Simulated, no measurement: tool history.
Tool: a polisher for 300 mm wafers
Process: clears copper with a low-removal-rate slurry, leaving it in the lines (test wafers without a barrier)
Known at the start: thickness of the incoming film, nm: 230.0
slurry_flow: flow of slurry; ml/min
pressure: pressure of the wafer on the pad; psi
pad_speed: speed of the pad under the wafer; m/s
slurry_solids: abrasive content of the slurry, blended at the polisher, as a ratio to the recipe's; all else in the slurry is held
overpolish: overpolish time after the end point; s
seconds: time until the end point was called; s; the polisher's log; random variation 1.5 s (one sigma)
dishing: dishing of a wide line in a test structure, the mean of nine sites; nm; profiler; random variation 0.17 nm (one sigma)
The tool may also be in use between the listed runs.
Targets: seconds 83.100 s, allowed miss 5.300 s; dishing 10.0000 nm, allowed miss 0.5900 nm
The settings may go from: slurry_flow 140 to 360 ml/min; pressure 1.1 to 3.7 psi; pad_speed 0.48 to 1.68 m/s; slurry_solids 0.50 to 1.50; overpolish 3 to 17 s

| run | hour | slurry_flow | pressure | pad_speed | slurry_solids | overpolish | seconds | dishing |
|---|---|---|---|---|---|---|---|---|
| 1 | 0.0 | 230 | 2.4 | 1.08 | 1.00 | 9 | 99.407 | 14.3870 |
| 2 | 5.8 | 230 | 2.4 | 0.98 | 1.00 | 9 | 108.730 | 13.4230 |
| 3 | 10.3 | 230 | 2.4 | 0.98 | 1.00 | 5 | 108.980 | 7.7987 |
| 4 | 11.4 | 230 | 2.5 | 0.98 | 1.00 | 5 | 101.140 | 8.1407 |
| 5 | 18.3 | 230 | 2.5 | 0.98 | 1.00 | 3 | 105.840 | 4.8379 |
| 6 | 22.2 | 230 | 2.5 | 1.10 | 1.00 | 3 | 95.824 | 5.4871 |
| 7 | 28.3 | 220 | 2.8 | 1.18 | 0.95 | 7 | 80.660 | 13.8470 |
| 8 | 31.8 | 225 | 2.8 | 1.18 | 0.95 | 7 | 79.504 | 13.8300 |

Which of these 5 next moves meets every target?
| A | 35.3 | 200 | 3.0 | 1.22 | 0.95 | 10 | ? | ? |
| B | 35.3 | 210 | 2.8 | 1.18 | 0.80 | 5 | ? | ? |
| C | 35.3 | 200 | 2.7 | 1.26 | 1.15 | 11 | ? | ? |
| D | 35.3 | 360 | 2.5 | 1.32 | 0.75 | 10 | ? | ? |
| E | 35.3 | 200 | 2.8 | 1.22 | 0.85 | 9 | ? | ? |

| move | seconds | dishing |
|---|---|---|
| A | 73.466 | 21.0010 |
| B | 83.050 | 9.9221 |
| C | 75.747 | 22.1770 |
| D | 80.401 | 19.3160 |
| E | 79.860 | 17.7240 |
A: further off than the last run
B: meets every target
C: further off than the last run
D: further off than the last run
E: further off than the last run
Answer: B

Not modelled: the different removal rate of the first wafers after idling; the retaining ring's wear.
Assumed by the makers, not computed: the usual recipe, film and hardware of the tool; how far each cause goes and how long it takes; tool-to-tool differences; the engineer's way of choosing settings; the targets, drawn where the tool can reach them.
